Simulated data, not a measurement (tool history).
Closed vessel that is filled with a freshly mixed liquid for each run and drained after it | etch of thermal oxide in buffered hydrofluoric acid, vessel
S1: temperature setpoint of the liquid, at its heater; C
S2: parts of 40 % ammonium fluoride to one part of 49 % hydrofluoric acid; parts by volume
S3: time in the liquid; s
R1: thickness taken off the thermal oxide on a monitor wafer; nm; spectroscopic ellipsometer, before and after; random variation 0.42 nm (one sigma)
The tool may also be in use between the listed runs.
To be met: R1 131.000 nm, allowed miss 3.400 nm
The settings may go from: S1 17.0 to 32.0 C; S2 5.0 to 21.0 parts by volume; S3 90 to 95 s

run 1 day=0.000 | S1=24.0 S2=13.0 S3=90 | R1=81.940
run 2 day=0.146 | S1=24.0 S2=13.0 S3=90 | R1=81.650
run 3 day=0.450 | S1=24.0 S2=14.5 S3=90 | R1=72.961
run 4 day=0.488 | S1=24.0 S2=14.5 S3=90 | R1=72.739
run 5 day=0.767 | S1=26.0 S2=14.0 S3=90 | R1=84.434
run 6 day=0.983 | S1=27.5 S2=13.5 S3=90 | R1=95.003
run 7 day=1.254 | S1=28.5 S2=13.0 S3=90 | R1=103.960
run 8 day=1.529 | S1=29.5 S2=13.0 S3=90 | R1=109.370
run 9 day=1.562 | S1=30.0 S2=13.0 S3=90 | R1=112.370
run 10 day=1.754 | S1=30.5 S2=13.0 S3=90 | R1=115.210
run 11 day=1.792 | S1=31.0 S2=13.0 S3=90 | R1=118.680

Which of these 5 next moves meets every target?
run A day=1.829 | S1=32.0 S2=13.0 S3=95 | R1=?
run B day=1.829 | S1=31.5 S2=14.5 S3=90 | R1=?
run C day=1.829 | S1=28.5 S2=12.5 S3=95 | R1=?
run D day=1.829 | S1=31.5 S2=11.5 S3=90 | R1=?
run E day=1.829 | S1=31.0 S2=12.5 S3=90 | R1=?

move=A R1=131.930
move=B R1=109.450
move=C R1=114.100
move=D R1=137.250
move=E R1=123.280
A: meets every target
B: further off than the last run
C: further off than the last run
D: takes the result that was furthest off past its target
E: nearer than the last run, and not there yet
Move A is the one to make.
